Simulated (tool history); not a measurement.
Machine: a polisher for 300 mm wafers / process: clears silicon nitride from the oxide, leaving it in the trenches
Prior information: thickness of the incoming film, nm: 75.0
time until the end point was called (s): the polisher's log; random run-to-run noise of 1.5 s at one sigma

run	hour	flow of slurry (ml/min)	pressure of the wafer on the pad (psi)	speed of the pad under the wafer (m/s)	overpolish time after the end point (s)	time until the end point was called (s)
1	0	140	2.4	1.12	8	77.299
2	1.3	140	2.4	1.38	8	62.619
3	10.3	140	2.4	1.38	6	63.719
4	11.5	140	2.7	1.38	6	58.196
5	13.1	135	2.2	1.24	6	76.296
6	21.6	130	1.9	1.14	6	96.57
7	24.2	125	1.7	1.12	6	111.59
8	27.9	120	1.6	1.12	6	118.17
9	28.8	105	1.1	1.1	6	177.94
10	35.1	120	1.1	1.1	6	170.74
11	38.9	130	1.1	1.1	6	169.07

Expected results for the next run?
12	42.6	150	1.4	1.1	6	?

time until the end point was called (s): 132.3
